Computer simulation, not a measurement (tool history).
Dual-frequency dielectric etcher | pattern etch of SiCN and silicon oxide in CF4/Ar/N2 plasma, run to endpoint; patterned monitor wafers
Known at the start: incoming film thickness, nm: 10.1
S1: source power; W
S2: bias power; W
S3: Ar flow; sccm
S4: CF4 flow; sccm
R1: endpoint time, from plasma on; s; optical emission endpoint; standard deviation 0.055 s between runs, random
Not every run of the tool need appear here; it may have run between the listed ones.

| run | hour | S1 | S2 | S3 | S4 | R1 |
|---|---|---|---|---|---|---|
| 1 | 0.0 | 590 | 77 | 107 | 72 | 9.1388 |
| 2 | 8.2 | 630 | 78 | 107 | 72 | 8.5624 |
| 3 | 10.9 | 630 | 78 | 107 | 81 | 8.3353 |
| 4 | 14.7 | 540 | 78 | 107 | 81 | 9.6778 |
| 5 | 20.5 | 430 | 78 | 107 | 81 | 11.9310 |
| 6 | 21.8 | 490 | 79 | 107 | 81 | 10.4180 |
| 7 | 27.0 | 540 | 80 | 107 | 81 | 9.5445 |
| 8 | 29.3 | 580 | 80 | 107 | 81 | 9.0179 |
| 9 | 33.4 | 610 | 81 | 107 | 81 | 8.5985 |
| 10 | 33.9 | 640 | 82 | 107 | 81 | 8.1716 |

What will run 11 give?
|  | 40.5 | CF4 flow controller replaced |
| 11 | 40.5 | 660 | 82 | 107 | 81 | ? |

{"run 11": {"R1": 7.8196}}
